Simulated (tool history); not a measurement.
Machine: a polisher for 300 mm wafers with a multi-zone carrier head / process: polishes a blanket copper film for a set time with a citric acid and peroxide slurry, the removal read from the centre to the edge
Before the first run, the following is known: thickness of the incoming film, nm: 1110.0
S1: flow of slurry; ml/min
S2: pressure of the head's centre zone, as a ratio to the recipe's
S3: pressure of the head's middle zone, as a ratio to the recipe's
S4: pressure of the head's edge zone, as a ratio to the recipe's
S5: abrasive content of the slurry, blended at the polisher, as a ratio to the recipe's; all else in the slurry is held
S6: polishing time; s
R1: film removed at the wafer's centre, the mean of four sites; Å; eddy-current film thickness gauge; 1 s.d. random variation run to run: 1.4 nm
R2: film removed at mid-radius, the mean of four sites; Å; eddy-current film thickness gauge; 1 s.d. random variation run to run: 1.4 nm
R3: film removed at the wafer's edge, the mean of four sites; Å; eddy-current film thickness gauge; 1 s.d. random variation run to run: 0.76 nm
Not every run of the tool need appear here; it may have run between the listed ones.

| run | hour | S1 | S2 | S3 | S4 | S5 | S6 | R1 | R2 | R3 |
|---|---|---|---|---|---|---|---|---|---|---|
| 1 | 0.0 | 285 | 1.00 | 1.00 | 1.00 | 1.00 | 50 | 1269.8 | 1264.5 | 1328.2 |
| 2 | 5.7 | 285 | 1.00 | 1.00 | 1.00 | 1.00 | 55 | 1358.9 | 1356.0 | 1442.6 |
| 3 | 12.2 | 285 | 1.00 | 1.00 | 1.00 | 0.85 | 55 | 1357.8 | 1346.4 | 1417.6 |
| 4 | 16.0 | 285 | 1.00 | 0.93 | 1.00 | 0.85 | 55 | 1320.3 | 1256.8 | 1407.5 |
| 5 | 23.8 | 285 | 1.00 | 0.94 | 0.96 | 0.75 | 52 | 1259.6 | 1207.1 | 1263.3 |
| 6 | 29.1 | 285 | 1.00 | 0.94 | 0.96 | 0.75 | 60 | 1465.3 | 1364.1 | 1483.7 |
| 7 | 31.0 | 280 | 0.99 | 0.93 | 0.93 | 0.70 | 57 | 1341.0 | 1269.0 | 1360.7 |
| 8 | 33.0 | 280 | 0.99 | 0.93 | 0.91 | 0.65 | 54 | 1244.0 | 1187.7 | 1260.5 |
| 9 | 35.3 | 280 | 1.00 | 0.94 | 0.89 | 0.60 | 52 | 1218.1 | 1134.9 | 1187.7 |
| 10 | 41.6 | 280 | 1.00 | 0.95 | 0.87 | 0.55 | 51 | 1164.9 | 1129.1 | 1136.1 |
| 11 | 47.1 | 275 | 1.00 | 0.95 | 0.86 | 0.55 | 50 | 1138.4 | 1081.8 | 1110.7 |

Run 12 is up next; what results do you expect?
| 12 | 52.9 | 275 | 1.00 | 0.96 | 0.85 | 0.55 | 49 | ? | ? | ? |

R1: 1121.6 Å
R2: 1090.9 Å
R3: 1088.2 Å
